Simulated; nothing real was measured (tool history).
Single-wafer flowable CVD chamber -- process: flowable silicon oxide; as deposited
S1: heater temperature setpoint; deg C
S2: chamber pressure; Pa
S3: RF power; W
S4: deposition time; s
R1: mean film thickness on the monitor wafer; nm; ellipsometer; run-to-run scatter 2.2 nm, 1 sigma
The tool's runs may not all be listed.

run 1 hour=0 | S1=95 S2=136 S3=2600 S4=677 | R1=693.51
run 2 hour=2.6 | S1=93 S2=136 S3=2600 S4=677 | R1=733.44
run 3 hour=7.8 | S1=93 S2=136 S3=2600 S4=677 | R1=734.25
run 4 hour=8.6 | S1=92 S2=136 S3=2600 S4=677 | R1=755.7
-- hour=13.8 RF generator calibrated
run 5 hour=13.8 | S1=102 S2=136 S3=2600 S4=677 | R1=573.76
run 6 hour=17.7 | S1=96 S2=136 S3=2600 S4=677 | R1=682
run 7 hour=25.1 | S1=94 S2=136 S3=2600 S4=677 | R1=718.56

For run 8, what comes out?
run 8 hour=27.5 | S1=92 S2=136 S3=2600 S4=677 | R1=?

Logged for run 8: R1 766.71 nm.
